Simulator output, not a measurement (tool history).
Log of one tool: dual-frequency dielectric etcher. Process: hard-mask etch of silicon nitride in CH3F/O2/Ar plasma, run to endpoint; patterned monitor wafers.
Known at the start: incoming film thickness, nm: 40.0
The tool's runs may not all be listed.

run	hour	source power (kW)	bias power (kW)	endpoint time (s)
1	0	0.51	0.086	46.747
2	1.4	0.51	0.071	49.795
3	9.2	0.51	0.076	48.734
4	10.4	0.42	0.076	53.206
5	14.2	0.4	0.075	54.285
6	19.6	0.38	0.073	55.877
7	27.7	0.37	0.072	57.297
8	30.6	0.36	0.072	57.881
9	33.7	0.35	0.072	58.126

Run 10 comes next. What will it give?
10	36	0.34	0.071	?

endpoint time (s): 59.324

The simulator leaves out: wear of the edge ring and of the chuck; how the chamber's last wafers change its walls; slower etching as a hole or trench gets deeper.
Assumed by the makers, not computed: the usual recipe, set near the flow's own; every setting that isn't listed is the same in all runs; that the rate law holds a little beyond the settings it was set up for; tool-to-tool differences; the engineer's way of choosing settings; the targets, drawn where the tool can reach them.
